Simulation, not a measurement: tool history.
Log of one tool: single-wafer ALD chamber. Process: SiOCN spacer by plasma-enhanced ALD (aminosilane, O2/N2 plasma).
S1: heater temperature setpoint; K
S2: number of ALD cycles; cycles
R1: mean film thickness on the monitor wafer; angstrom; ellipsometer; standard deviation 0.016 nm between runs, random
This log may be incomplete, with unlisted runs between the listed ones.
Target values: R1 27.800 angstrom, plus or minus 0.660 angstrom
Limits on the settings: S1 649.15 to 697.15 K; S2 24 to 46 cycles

{"run": 1, "hour": 0.0, "S1": 673.15, "S2": 35, "R1": 22.586}
{"run": 2, "hour": 8.0, "S1": 673.15, "S2": 33, "R1": 21.293}
{"run": 3, "hour": 13.8, "S1": 673.15, "S2": 34, "R1": 22.027}
{"run": 4, "hour": 22.8, "S1": 673.15, "S2": 35, "R1": 22.656}
{"run": 5, "hour": 30.4, "S1": 677.15, "S2": 35, "R1": 22.314}
{"run": 6, "hour": 37.7, "S1": 676.15, "S2": 36, "R1": 23.084}
{"run": 7, "hour": 46.5, "S1": 676.15, "S2": 36, "R1": 22.829}
{"run": 8, "hour": 49.6, "S1": 674.15, "S2": 37, "R1": 23.902}
{"run": 9, "hour": 54.5, "S1": 673.15, "S2": 38, "R1": 24.685}
{"run": 10, "hour": 55.5, "S1": 672.15, "S2": 38, "R1": 24.483}

Pick the move, out of 4, that brings all results within their allowed miss; only one does.
{"run": "A", "hour": 56.5, "S1": 670.15, "S2": 40, "R1": "?"}
{"run": "B", "hour": 56.5, "S1": 687.15, "S2": 43, "R1": "?"}
{"run": "C", "hour": 56.5, "S1": 683.15, "S2": 44, "R1": "?"}
{"run": "D", "hour": 56.5, "S1": 669.15, "S2": 41, "R1": "?"}

move=A R1=25.528
move=B R1=26.428
move=C R1=27.339
move=D R1=26.166
A: moves toward the targets from the last run without getting all of them in spec
B: moves toward the targets from the last run without getting all of them in spec
C: all results land within tolerance of their targets
D: moves toward the targets from the last run without getting all of them in spec
C meets every target.
